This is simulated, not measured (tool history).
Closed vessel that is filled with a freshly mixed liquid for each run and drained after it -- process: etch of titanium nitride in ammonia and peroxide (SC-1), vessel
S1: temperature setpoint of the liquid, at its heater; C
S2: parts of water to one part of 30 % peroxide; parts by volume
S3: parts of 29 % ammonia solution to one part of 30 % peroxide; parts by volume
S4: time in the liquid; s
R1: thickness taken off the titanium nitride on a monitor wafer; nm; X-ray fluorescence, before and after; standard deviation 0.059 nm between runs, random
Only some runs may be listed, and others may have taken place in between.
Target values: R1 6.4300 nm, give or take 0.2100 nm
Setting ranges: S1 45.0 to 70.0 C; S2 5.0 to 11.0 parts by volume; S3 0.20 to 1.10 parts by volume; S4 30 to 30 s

{"run": 1, "day": 0.0, "S1": 61.0, "S2": 6.0, "S3": 0.6, "S4": 30, "R1": 7.9257}
{"run": 2, "day": 0.075, "S1": 61.0, "S2": 5.0, "S3": 0.6, "S4": 30, "R1": 8.6748}
{"run": 3, "day": 0.412, "S1": 61.0, "S2": 7.0, "S3": 0.6, "S4": 30, "R1": 7.5104}
{"run": 4, "day": 0.671, "S1": 61.0, "S2": 6.0, "S3": 0.6, "S4": 30, "R1": 8.0742}
{"run": 5, "day": 0.75, "S1": 61.0, "S2": 6.0, "S3": 0.6, "S4": 30, "R1": 8.1009}
{"run": 6, "day": 0.892, "S1": 60.0, "S2": 6.0, "S3": 0.6, "S4": 30, "R1": 7.3515}
{"run": 7, "day": 1.179, "S1": 60.0, "S2": 6.0, "S3": 0.6, "S4": 30, "R1": 7.5283}
{"run": 8, "day": 1.475, "S1": 57.0, "S2": 6.0, "S3": 0.6, "S4": 30, "R1": 6.2044}

Of the 4 settings listed for the next run, only one would bring every result within its allowed miss of target. Which one?
{"run": "A", "day": 1.771, "S1": 57.5, "S2": 5.0, "S3": 0.55, "S4": 30, "R1": "?"}
{"run": "B", "day": 1.771, "S1": 57.5, "S2": 6.5, "S3": 0.5, "S4": 30, "R1": "?"}
{"run": "C", "day": 1.771, "S1": 60.0, "S2": 7.0, "S3": 0.6, "S4": 30, "R1": "?"}
{"run": "D", "day": 1.771, "S1": 57.0, "S2": 5.5, "S3": 0.55, "S4": 30, "R1": "?"}

move=A R1=6.8431
move=B R1=5.9548
move=C R1=6.9755
move=D R1=6.3331
A: takes the biggest miss from the last run beyond its target
B: the biggest miss grows against the last run
C: takes the biggest miss from the last run beyond its target
D: meets every target
Correct choice: D, which meets every target
